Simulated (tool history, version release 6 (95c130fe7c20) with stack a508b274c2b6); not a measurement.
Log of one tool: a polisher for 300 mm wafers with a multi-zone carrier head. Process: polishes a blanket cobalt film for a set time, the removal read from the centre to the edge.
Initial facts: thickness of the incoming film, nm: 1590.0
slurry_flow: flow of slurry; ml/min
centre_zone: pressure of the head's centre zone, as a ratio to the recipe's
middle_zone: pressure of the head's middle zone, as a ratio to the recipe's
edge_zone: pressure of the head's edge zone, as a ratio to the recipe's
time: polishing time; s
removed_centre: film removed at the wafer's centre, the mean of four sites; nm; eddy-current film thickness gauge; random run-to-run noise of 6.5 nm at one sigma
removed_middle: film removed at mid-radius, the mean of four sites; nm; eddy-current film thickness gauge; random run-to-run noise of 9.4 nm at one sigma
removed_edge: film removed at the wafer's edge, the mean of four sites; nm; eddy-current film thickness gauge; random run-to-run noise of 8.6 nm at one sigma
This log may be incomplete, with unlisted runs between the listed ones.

run  hour  slurry_flow  centre_zone  middle_zone  edge_zone  time  removed_centre  removed_middle  removed_edge
  1   0.0          135         1.00         1.00       1.00    83          429.90          430.76        441.73
  2   3.0          135         1.00         1.00       1.00    97          489.23          505.14        500.90
  3   9.2          135         1.07         1.00       1.00    97          541.66          493.86        502.14
  4  14.6          150         1.07         1.00       1.00    97          539.32          516.86        520.71
  5  21.1          165         1.05         1.01       1.03    99          547.45          541.24        540.38
  6  23.1          165         1.05         1.01       1.03    81          450.54          441.37        447.00
  7  27.0          170         1.02         1.01       1.06    89          486.05          482.36        508.14

What does the tool deliver on the next run?
  8  34.2          175         1.00         1.04       1.08    93               ?               ?             ?

{"run 8": {"removed_centre": 508.03, "removed_middle": 521.16, "removed_edge": 518.97}}

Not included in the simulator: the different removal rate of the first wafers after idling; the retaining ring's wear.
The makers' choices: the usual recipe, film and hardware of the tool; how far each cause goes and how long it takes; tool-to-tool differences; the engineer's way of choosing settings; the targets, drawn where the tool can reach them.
